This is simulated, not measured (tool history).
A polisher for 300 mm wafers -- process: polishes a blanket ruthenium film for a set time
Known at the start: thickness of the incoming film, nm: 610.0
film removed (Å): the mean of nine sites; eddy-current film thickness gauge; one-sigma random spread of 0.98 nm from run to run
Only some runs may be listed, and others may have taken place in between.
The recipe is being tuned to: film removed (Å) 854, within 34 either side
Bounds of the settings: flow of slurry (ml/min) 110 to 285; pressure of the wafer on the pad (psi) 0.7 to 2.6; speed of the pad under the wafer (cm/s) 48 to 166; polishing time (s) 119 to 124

| run | hour | flow of slurry (ml/min) | pressure of the wafer on the pad (psi) | speed of the pad under the wafer (cm/s) | polishing time (s) | film removed (Å) |
|---|---|---|---|---|---|---|
| 1 | 0 | 180 | 1.6 | 106 | 119 | 1265.3 |
| 2 | 6.1 | 180 | 1.4 | 106 | 119 | 1116.6 |
| 3 | 9.3 | 180 | 1.4 | 106 | 124 | 1143.8 |
| 4 | 11.4 | 180 | 1.4 | 124 | 124 | 1311.2 |
| 5 | 12.2 | 210 | 1.4 | 124 | 124 | 1345.2 |
| 6 | 14.6 | 210 | 1.2 | 124 | 124 | 1187.9 |
| 7 | 15.5 | 200 | 0.7 | 122 | 124 | 697.07 |
| 8 | 22.5 | 210 | 0.8 | 122 | 124 | 785.44 |
| 9 | 25.9 | 215 | 0.8 | 122 | 124 | 794.51 |
| 10 | 27.9 | 220 | 0.8 | 122 | 124 | 803.16 |
| 11 | 28.9 | 225 | 0.8 | 122 | 124 | 783.12 |

Pick the move, out of 4, that brings all results within their allowed miss; only one does.
| A | 29.9 | 200 | 0.8 | 124 | 124 | ? |
| B | 29.9 | 195 | 0.9 | 108 | 124 | ? |
| C | 29.9 | 230 | 0.9 | 118 | 122 | ? |
| D | 29.9 | 280 | 0.7 | 140 | 120 | ? |

| move | film removed (Å) |
|---|---|
| A | 791.43 |
| B | 770.92 |
| C | 843.17 |
| D | 789.25 |
A: moves toward the targets from the last run without getting all of them in spec
B: misses by more than the last run did
C: every result lands within tolerance
D: moves toward the targets from the last run without getting all of them in spec
Correct choice: C, which meets every target
